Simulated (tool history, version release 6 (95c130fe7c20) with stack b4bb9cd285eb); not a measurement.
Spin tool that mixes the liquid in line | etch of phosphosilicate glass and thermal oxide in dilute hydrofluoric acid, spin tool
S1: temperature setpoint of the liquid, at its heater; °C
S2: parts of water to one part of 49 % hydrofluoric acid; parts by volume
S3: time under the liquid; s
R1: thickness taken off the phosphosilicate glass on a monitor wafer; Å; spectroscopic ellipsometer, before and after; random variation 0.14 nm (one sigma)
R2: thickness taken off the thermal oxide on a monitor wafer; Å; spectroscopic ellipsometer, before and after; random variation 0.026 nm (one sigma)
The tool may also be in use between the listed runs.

run,hour,S1,S2,S3,R1,R2
1,0.0,22.0,120,30,286.50,9.6007
2,2.1,21.0,125,30,263.16,9.7430
3,8.4,21.5,135,30,245.04,8.2095
4,16.6,21.5,135,40,325.10,11.1640
5,24.2,21.0,145,40,293.15,10.4320
6,29.9,20.5,155,40,269.22,9.8020
7,37.7,20.5,165,40,245.62,7.9035
8,39.5,17.0,175,40,200.39,7.1060

Forecast run 9:
9,42.9,17.0,180,40,?,?

Run 9 gave R1 195.23 Å, R2 6.4003 Å.
